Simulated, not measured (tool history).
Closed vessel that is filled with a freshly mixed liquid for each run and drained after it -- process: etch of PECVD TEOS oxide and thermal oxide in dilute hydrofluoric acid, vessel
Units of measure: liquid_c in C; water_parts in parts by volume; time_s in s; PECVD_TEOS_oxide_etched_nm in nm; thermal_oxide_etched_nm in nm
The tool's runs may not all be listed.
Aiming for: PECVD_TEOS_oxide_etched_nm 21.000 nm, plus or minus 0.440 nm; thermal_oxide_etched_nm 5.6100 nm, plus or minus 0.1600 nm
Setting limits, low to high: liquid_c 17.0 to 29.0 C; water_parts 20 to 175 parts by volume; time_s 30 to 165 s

run  hour  liquid_c  water_parts  time_s  PECVD_TEOS_oxide_etched_nm  thermal_oxide_etched_nm
  1   0.0      21.0           95      85                      15.471                   4.1363
  2   8.5      21.0          125      85                      11.266                   3.0669
  3  15.5      24.5          125      85                      12.961                   3.5131
  4  16.9      24.5          125      70                      10.818                   2.8552
  5  17.8      25.5          115      70                      12.319                   3.3062
  6  21.5      25.5          145      70                       9.334                   2.5009
  7  28.7      26.5          125      70                      11.518                   3.1198
  8  34.7      27.0          110      70                      13.660                   3.6522
  9  38.5      29.0           70      70                      24.594                   6.6402
 10  42.7      28.0           70      70                      23.550                   6.3110
 11  50.5      27.5           70      70                      23.012                   6.1720
 12  52.6      27.0           70      70                      22.595                   6.0406
 13  57.3      26.5           70      70                      22.171                   5.9869
 14  60.2      26.0           70      70                      21.967                   5.7885

Exercise: of the 4 proposed moves below, exactly one satisfies all targets within the stated allowed misses. Which move is it?
  A  63.1      25.0           65      70                           ?                        ?
  B  63.1      28.0           95      85                           ?                        ?
  C  63.1      26.5           70      70                           ?                        ?
  D  63.1      29.0           90      80                           ?                        ?

move  PECVD_TEOS_oxide_etched_nm  thermal_oxide_etched_nm
   A                      22.678                   6.1011
   B                      20.363                   5.4784
   C                      22.210                   5.9752
   D                      21.165                   5.6941
A: misses by more than the last run did
B: takes the result that was furthest off past its target
C: misses by more than the last run did
D: all results land within tolerance of their targets
The move that meets every target is D.
